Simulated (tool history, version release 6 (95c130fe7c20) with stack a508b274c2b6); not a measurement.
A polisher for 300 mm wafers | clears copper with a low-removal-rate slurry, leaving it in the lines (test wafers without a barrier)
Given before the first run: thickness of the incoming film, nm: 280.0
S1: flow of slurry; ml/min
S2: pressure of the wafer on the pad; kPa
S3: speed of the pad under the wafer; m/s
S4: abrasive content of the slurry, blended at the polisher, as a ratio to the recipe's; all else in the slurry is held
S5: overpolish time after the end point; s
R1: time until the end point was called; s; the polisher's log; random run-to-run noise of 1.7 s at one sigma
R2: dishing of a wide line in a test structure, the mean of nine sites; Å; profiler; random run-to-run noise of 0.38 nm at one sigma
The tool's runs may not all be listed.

| run | hour | S1 | S2 | S3 | S4 | S5 | R1 | R2 |
|---|---|---|---|---|---|---|---|---|
| 1 | 0.0 | 275 | 28.3 | 0.86 | 1.0 | 12 | 79.860 | 301.83 |
| 2 | 2.0 | 275 | 26.2 | 0.86 | 1.0 | 13 | 83.953 | 293.76 |
| 3 | 5.3 | 275 | 26.2 | 0.86 | 1.0 | 10 | 86.448 | 231.39 |
| 4 | 6.4 | 275 | 24.8 | 0.84 | 1.0 | 11 | 89.335 | 237.94 |
| 5 | 9.8 | 275 | 23.4 | 0.82 | 1.0 | 12 | 97.810 | 244.66 |
| 6 | 11.1 | 275 | 22.1 | 0.82 | 1.0 | 13 | 100.310 | 250.11 |

Estimate the outcome of run 7 from the log above:
| 7 | 15.9 | 275 | 21.4 | 0.82 | 1.0 | 14 | ? | ? |

{"run 7": {"R1": 104.59, "R2": 260.08}}

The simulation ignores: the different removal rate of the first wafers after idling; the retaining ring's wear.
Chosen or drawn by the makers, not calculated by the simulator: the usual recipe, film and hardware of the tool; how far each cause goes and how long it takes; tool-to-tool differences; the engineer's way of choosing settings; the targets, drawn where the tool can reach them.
